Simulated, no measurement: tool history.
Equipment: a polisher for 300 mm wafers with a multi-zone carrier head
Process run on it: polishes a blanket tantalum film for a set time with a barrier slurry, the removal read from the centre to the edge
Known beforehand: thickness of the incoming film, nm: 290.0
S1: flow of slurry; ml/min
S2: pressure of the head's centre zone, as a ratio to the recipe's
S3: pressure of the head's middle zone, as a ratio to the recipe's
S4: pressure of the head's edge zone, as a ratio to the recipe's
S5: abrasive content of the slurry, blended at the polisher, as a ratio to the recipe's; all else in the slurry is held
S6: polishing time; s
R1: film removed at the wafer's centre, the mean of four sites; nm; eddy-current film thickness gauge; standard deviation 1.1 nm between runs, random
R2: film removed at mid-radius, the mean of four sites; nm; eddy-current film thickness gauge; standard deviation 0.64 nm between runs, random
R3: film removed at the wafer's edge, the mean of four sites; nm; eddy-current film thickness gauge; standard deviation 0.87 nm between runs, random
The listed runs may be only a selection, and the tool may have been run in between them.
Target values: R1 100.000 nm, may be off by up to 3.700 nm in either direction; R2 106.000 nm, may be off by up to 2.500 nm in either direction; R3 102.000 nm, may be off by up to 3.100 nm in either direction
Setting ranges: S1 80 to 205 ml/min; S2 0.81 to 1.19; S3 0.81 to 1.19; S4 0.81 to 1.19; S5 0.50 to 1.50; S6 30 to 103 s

Run 1, hour 0.0: S1 135 ml/min, S2 1.00, S3 1.00, S4 1.00, S5 1.00, S6 66 s. Result: R1 85.764 nm, R2 88.656 nm, R3 85.471 nm.
Run 2, hour 7.2: S1 135 ml/min, S2 1.08, S3 1.00, S4 1.00, S5 1.00, S6 66 s. Result: R1 93.547 nm, R2 87.701 nm, R3 85.721 nm.
Run 3, hour 13.0: S1 135 ml/min, S2 1.16, S3 1.00, S4 1.00, S5 1.00, S6 66 s. Result: R1 97.117 nm, R2 86.598 nm, R3 85.144 nm.
Run 4, hour 18.3: S1 135 ml/min, S2 1.16, S3 1.00, S4 1.00, S5 1.00, S6 55 s. Result: R1 82.332 nm, R2 73.844 nm, R3 70.398 nm.
Run 5, hour 27.2: S1 135 ml/min, S2 1.16, S3 1.00, S4 1.00, S5 1.10, S6 55 s. Result: R1 83.659 nm, R2 75.580 nm, R3 71.506 nm.
Run 6, hour 35.4: S1 145 ml/min, S2 1.12, S3 1.02, S4 1.06, S5 1.25, S6 58 s. Result: R1 90.834 nm, R2 82.802 nm, R3 81.535 nm.
Run 7, hour 36.5: S1 155 ml/min, S2 1.08, S3 1.06, S4 1.10, S5 1.35, S6 59 s. Result: R1 92.121 nm, R2 90.315 nm, R3 88.155 nm.
Run 8, hour 39.3: S1 165 ml/min, S2 1.07, S3 1.09, S4 1.13, S5 1.40, S6 60 s. Result: R1 94.752 nm, R2 95.413 nm, R3 92.554 nm.
Run 9, hour 47.6: S1 175 ml/min, S2 1.06, S3 1.11, S4 1.15, S5 1.45, S6 60 s. Result: R1 94.839 nm, R2 98.616 nm, R3 94.235 nm.

Exactly one of the 5 candidate moves below puts every result within its allowed miss. Which one?
Run A, hour 55.9: S1 185 ml/min, S2 0.92, S3 1.02, S4 1.19, S5 1.50, S6 60 s. Result: R1 ?, R2 ?, R3 ?.
Run B, hour 55.9: S1 205 ml/min, S2 1.16, S3 1.15, S4 1.05, S5 1.40, S6 56 s. Result: R1 ?, R2 ?, R3 ?.
Run C, hour 55.9: S1 170 ml/min, S2 1.03, S3 1.10, S4 1.17, S5 1.50, S6 65 s. Result: R1 ?, R2 ?, R3 ?.
Run D, hour 55.9: S1 185 ml/min, S2 0.95, S3 1.08, S4 1.07, S5 1.45, S6 70 s. Result: R1 ?, R2 ?, R3 ?.
Run E, hour 55.9: S1 165 ml/min, S2 1.12, S3 1.10, S4 1.16, S5 1.45, S6 59 s. Result: R1 ?, R2 ?, R3 ?.

move       R1       R2       R3
   A   84.033   95.370   95.057
   B   97.818   97.061   82.798
   C   99.761  107.630  100.990
   D  100.340  115.130  104.210
   E   96.766   96.478   90.288
A: moves away from the targets compared with the last run
B: moves away from the targets compared with the last run
C: hits every target within its allowed miss
D: the result that was furthest off in the last run now lies on the other side of its target
E: moves away from the targets compared with the last run
Answer: C

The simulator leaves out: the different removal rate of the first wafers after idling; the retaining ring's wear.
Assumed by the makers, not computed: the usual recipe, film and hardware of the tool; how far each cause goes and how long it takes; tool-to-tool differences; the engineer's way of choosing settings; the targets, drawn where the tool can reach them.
